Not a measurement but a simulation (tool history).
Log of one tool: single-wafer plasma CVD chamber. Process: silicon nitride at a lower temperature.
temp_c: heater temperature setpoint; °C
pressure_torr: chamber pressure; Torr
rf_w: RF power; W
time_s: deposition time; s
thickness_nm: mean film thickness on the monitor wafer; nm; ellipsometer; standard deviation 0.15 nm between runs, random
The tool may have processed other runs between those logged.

run	hour	temp_c	pressure_torr	rf_w	time_s	thickness_nm
1	0.0	325	1.72	385	18.9	29.139
2	8.5	325	1.82	395	18.9	30.004
3	9.9	325	1.90	405	18.9	30.914
4	14.5	334	1.90	405	18.9	30.860
5	22.5	334	1.90	405	17.9	29.211
6	30.1	334	1.97	420	18.0	30.345
7	37.1	334	2.03	435	18.1	31.396
8	39.2	334	2.08	445	18.1	32.118
9	42.6	334	2.12	450	18.1	32.488
10	48.8	334	2.16	455	18.1	33.036

Predict the results of run 11:
11	49.3	334	2.20	460	18.1	?

Run 11 measured thickness_nm 33.560 nm.
